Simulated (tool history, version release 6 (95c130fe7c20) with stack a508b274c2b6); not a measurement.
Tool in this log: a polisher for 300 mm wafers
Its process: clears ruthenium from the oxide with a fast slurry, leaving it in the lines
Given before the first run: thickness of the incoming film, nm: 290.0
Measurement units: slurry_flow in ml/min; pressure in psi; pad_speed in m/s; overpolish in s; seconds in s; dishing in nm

Run 1, day 0.000: slurry_flow 270 ml/min, pressure 1.9 psi, pad_speed 0.82 m/s, slurry_solids 1.0, overpolish 28 s. Result: seconds 142.29 s, dishing 51.582 nm.
Run 2, day 0.279: slurry_flow 270 ml/min, pressure 1.9 psi, pad_speed 0.82 m/s, slurry_solids 1.0, overpolish 30 s. Result: seconds 143.26 s, dishing 54.575 nm.
Run 3, day 0.512: slurry_flow 270 ml/min, pressure 1.9 psi, pad_speed 0.92 m/s, slurry_solids 1.0, overpolish 30 s. Result: seconds 125.38 s, dishing 60.518 nm.
Run 4, day 0.625: slurry_flow 270 ml/min, pressure 1.9 psi, pad_speed 0.92 m/s, slurry_solids 1.0, overpolish 35 s. Result: seconds 129.13 s, dishing 70.085 nm.
Run 5, day 0.733: slurry_flow 270 ml/min, pressure 1.9 psi, pad_speed 0.92 m/s, slurry_solids 1.0, overpolish 36 s. Result: seconds 128.93 s, dishing 70.802 nm.
Run 6, day 0.779: slurry_flow 270 ml/min, pressure 1.5 psi, pad_speed 0.92 m/s, slurry_solids 1.0, overpolish 36 s. Result: seconds 142.74 s, dishing 62.403 nm.
Run 7, day 1.017: slurry_flow 270 ml/min, pressure 1.6 psi, pad_speed 0.92 m/s, slurry_solids 1.0, overpolish 37 s. Result: seconds 142.26 s, dishing 68.076 nm.

What will run 8 give?
Run 8, day 1.246: slurry_flow 270 ml/min, pressure 1.7 psi, pad_speed 0.92 m/s, slurry_solids 1.0, overpolish 38 s. Result: seconds ?, dishing ?.

{"run 8": {"seconds": 139.11, "dishing": 71.807}}
